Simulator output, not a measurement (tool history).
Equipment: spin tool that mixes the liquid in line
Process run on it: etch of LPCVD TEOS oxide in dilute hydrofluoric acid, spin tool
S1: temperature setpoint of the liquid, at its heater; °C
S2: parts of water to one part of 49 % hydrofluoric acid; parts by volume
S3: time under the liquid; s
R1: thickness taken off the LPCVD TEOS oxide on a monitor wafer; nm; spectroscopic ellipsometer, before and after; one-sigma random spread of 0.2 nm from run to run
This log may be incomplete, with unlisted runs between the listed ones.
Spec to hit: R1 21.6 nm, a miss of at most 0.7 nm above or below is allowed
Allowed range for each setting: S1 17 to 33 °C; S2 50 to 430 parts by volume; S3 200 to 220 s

| run | day | S1 | S2 | S3 | R1 |
|---|---|---|---|---|---|
| 1 | 0 | 25 | 240 | 200 | 17.172 |
| 2 | 0.262 | 25 | 240 | 200 | 16.873 |
| 3 | 0.358 | 21.5 | 240 | 200 | 15.056 |
| 4 | 0.7 | 23 | 240 | 200 | 15.825 |
|  | 0.838 | thermometer replaced |
| 5 | 0.838 | 24 | 240 | 200 | 15.605 |
| 6 | 1.112 | 24 | 240 | 220 | 17.169 |
| 7 | 1.421 | 25 | 240 | 220 | 17.62 |
| 8 | 1.554 | 26 | 240 | 220 | 18.117 |

Of the 5 settings listed for the next run, only one would bring every result within its allowed miss of target. Which one?
| A | 1.688 | 24 | 235 | 200 | ? |
| B | 1.688 | 28.5 | 240 | 220 | ? |
| C | 1.688 | 26.5 | 215 | 220 | ? |
| D | 1.688 | 27 | 230 | 220 | ? |
| E | 1.688 | 27 | 225 | 210 | ? |

| move | R1 |
|---|---|
| A | 15.888 |
| B | 19.936 |
| C | 21.348 |
| D | 19.974 |
| E | 19.599 |
A: its largest miss is bigger than the last run's
B: closer than the last run, but not yet in spec
C: every result lands within tolerance
D: closer than the last run, but not yet in spec
E: closer than the last run, but not yet in spec
The move that meets every target is C.
